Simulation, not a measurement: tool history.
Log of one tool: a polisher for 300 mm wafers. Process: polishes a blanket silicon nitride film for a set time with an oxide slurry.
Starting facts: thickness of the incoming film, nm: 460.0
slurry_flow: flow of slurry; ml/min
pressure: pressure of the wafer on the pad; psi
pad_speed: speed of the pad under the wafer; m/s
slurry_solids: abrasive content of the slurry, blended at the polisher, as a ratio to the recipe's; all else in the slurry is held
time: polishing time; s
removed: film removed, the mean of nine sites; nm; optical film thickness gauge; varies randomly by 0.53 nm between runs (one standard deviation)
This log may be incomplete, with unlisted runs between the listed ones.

run	day	slurry_flow	pressure	pad_speed	slurry_solids	time	removed
1	0.000	165	3.7	0.98	1.00	77	57.426
2	0.238	165	3.7	0.98	0.95	77	55.214
3	0.400	165	3.7	0.98	0.95	77	54.891
4	0.433	165	3.7	0.98	1.10	77	61.650
5	0.717	165	3.2	0.96	1.10	77	52.661
6	1.000	165	2.9	0.96	1.10	77	48.444
7	1.304	165	2.7	0.96	1.10	77	44.104

Run 8, settings as shown, results not yet in. Your forecast:
# day 1.404: slurry nozzle cleaned
8	1.404	165	2.6	0.96	1.10	77	?

Run 8 yielded removed 44.706 nm.
